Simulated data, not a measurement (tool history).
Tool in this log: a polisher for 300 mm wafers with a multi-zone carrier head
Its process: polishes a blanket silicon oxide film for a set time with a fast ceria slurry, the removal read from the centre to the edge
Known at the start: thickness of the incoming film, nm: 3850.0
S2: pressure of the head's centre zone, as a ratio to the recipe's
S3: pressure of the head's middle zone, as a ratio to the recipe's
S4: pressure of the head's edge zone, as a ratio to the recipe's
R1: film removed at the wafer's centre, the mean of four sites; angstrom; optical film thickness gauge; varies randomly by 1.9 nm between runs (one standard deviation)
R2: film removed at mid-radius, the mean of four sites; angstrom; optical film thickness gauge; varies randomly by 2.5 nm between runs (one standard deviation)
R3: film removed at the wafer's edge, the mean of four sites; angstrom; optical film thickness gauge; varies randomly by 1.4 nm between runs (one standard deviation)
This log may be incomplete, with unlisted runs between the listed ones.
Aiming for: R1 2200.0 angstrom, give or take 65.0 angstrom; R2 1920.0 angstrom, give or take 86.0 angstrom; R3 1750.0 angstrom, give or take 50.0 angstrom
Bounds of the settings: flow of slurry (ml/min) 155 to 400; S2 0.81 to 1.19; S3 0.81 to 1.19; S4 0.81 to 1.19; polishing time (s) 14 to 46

run 1 day=0.000 | flow_of_slurry_(ml/min)=255 S2=1.00 S3=1.00 S4=1.00 polishing_time_(s)=30 | R1=2554.1 R2=2637.9 R3=2456.3
run 2 day=0.071 | flow_of_slurry_(ml/min)=255 S2=1.00 S3=1.07 S4=1.00 polishing_time_(s)=30 | R1=2507.3 R2=2827.4 R3=2478.0
run 3 day=0.196 | flow_of_slurry_(ml/min)=255 S2=1.00 S3=1.07 S4=1.00 polishing_time_(s)=36 | R1=3061.9 R2=3358.8 R3=2909.0
run 4 day=0.438 | flow_of_slurry_(ml/min)=255 S2=1.00 S3=1.07 S4=1.03 polishing_time_(s)=36 | R1=3071.3 R2=3290.9 R3=3047.9
run 5 day=0.679 | flow_of_slurry_(ml/min)=255 S2=1.00 S3=1.00 S4=1.03 polishing_time_(s)=36 | R1=3045.9 R2=3151.5 R3=3058.3
run 6 day=1.033 | flow_of_slurry_(ml/min)=255 S2=1.00 S3=1.00 S4=0.95 polishing_time_(s)=36 | R1=3063.7 R2=3193.6 R3=2904.7
run 7 day=1.192 | flow_of_slurry_(ml/min)=255 S2=1.04 S3=0.96 S4=0.92 polishing_time_(s)=31 | R1=2726.3 R2=2591.0 R3=2466.1
run 8 day=1.371 | flow_of_slurry_(ml/min)=260 S2=1.07 S3=0.96 S4=0.89 polishing_time_(s)=28 | R1=2534.8 R2=2360.8 R3=2211.6
run 9 day=1.608 | flow_of_slurry_(ml/min)=255 S2=1.09 S3=0.96 S4=0.86 polishing_time_(s)=26 | R1=2403.4 R2=2173.6 R3=2001.0
run 10 day=1.871 | flow_of_slurry_(ml/min)=240 S2=1.10 S3=0.96 S4=0.84 polishing_time_(s)=25 | R1=2344.8 R2=2126.1 R3=1871.0

Pick the move, out of 4, that brings all results within their allowed miss; only one does.
run A day=2.133 | flow_of_slurry_(ml/min)=260 S2=1.15 S3=0.95 S4=0.84 polishing_time_(s)=23 | R1=? R2=? R3=?
run B day=2.133 | flow_of_slurry_(ml/min)=285 S2=1.11 S3=1.07 S4=0.84 polishing_time_(s)=22 | R1=? R2=? R3=?
run C day=2.133 | flow_of_slurry_(ml/min)=385 S2=1.03 S3=0.81 S4=1.08 polishing_time_(s)=24 | R1=? R2=? R3=?
run D day=2.133 | flow_of_slurry_(ml/min)=265 S2=1.05 S3=0.89 S4=0.86 polishing_time_(s)=25 | R1=? R2=? R3=?

move=A R1=2201.1 R2=1936.7 R3=1757.5
move=B R1=2064.1 R2=2068.9 R3=1690.9
move=C R1=2166.6 R2=1837.5 R3=2127.2
move=D R1=2211.7 R2=1998.8 R3=1935.1
A: all results in spec
B: takes the biggest miss from the last run beyond its target
C: moves away from the targets compared with the last run
D: moves away from the targets compared with the last run
The move that meets every target is A.
